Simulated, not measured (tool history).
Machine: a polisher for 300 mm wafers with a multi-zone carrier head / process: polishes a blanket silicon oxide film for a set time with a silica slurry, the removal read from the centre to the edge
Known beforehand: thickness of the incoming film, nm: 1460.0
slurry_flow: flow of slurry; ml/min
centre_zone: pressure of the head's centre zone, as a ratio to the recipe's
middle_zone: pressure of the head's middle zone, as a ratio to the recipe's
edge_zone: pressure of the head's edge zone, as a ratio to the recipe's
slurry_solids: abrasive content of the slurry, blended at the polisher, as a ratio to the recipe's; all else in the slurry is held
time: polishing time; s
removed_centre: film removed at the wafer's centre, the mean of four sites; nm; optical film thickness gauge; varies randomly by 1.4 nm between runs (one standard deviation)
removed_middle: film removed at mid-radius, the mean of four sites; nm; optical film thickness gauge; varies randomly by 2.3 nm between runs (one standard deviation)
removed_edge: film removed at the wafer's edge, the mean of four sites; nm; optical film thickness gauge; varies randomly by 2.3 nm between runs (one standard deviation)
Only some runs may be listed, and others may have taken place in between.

run 1 hour=0 | slurry_flow=285 centre_zone=1 middle_zone=1 edge_zone=1 slurry_solids=1 time=50 | removed_centre=194.68 removed_middle=191.72 removed_edge=198.19
run 2 hour=0.9 | slurry_flow=285 centre_zone=1 middle_zone=1 edge_zone=1.08 slurry_solids=1 time=50 | removed_centre=194.44 removed_middle=197.91 removed_edge=202.23
run 3 hour=4.8 | slurry_flow=285 centre_zone=0.98 middle_zone=1.02 edge_zone=1.07 slurry_solids=0.9 time=50 | removed_centre=184.06 removed_middle=189.86 removed_edge=188.34
run 4 hour=7 | slurry_flow=285 centre_zone=0.98 middle_zone=0.96 edge_zone=1.07 slurry_solids=0.9 time=50 | removed_centre=184.25 removed_middle=182.08 removed_edge=187.76
run 5 hour=9.3 | slurry_flow=280 centre_zone=0.95 middle_zone=0.98 edge_zone=1.07 slurry_solids=0.85 time=50 | removed_centre=174.24 removed_middle=174.6 removed_edge=183.9
run 6 hour=10.2 | slurry_flow=290 centre_zone=0.93 middle_zone=1.02 edge_zone=1.08 slurry_solids=0.8 time=50 | removed_centre=165.41 removed_middle=179.21 removed_edge=178.5

The next listed run, before its measurement:
run 7 hour=16.7 | slurry_flow=295 centre_zone=0.92 middle_zone=1.04 edge_zone=1.08 slurry_solids=0.75 time=50 | removed_centre=? removed_middle=? removed_edge=?

{"run 7": {"removed_centre": 157.66, "removed_middle": 171.16, "removed_edge": 172.34}}
